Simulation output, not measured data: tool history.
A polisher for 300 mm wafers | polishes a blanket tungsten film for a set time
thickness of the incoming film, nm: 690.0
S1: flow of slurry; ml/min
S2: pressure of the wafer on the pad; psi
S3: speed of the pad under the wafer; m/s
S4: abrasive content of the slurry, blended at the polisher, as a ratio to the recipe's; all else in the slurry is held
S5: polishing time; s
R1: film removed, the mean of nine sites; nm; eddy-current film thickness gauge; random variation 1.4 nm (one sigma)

run,hour,S1,S2,S3,S4,S5,R1
1,0,305,2.4,1.2,1,29,107.38
2,2.8,305,2.4,1.48,1,29,130.23
3,8.6,310,2.7,1.48,1,29,147.93
4,11.2,365,2.7,1.48,1,29,148.56
5,12.7,365,2.9,1.48,1,29,159.84
6,19.8,365,3.1,1.48,1,29,168.84
7,22.3,365,3.3,1.48,1,29,183.06
8,28.9,365,3.4,1.48,1,29,188.61

Forecast run 9:
9,34.3,365,3.5,1.48,1,29,?

{"run 9": {"R1": 190.18}}
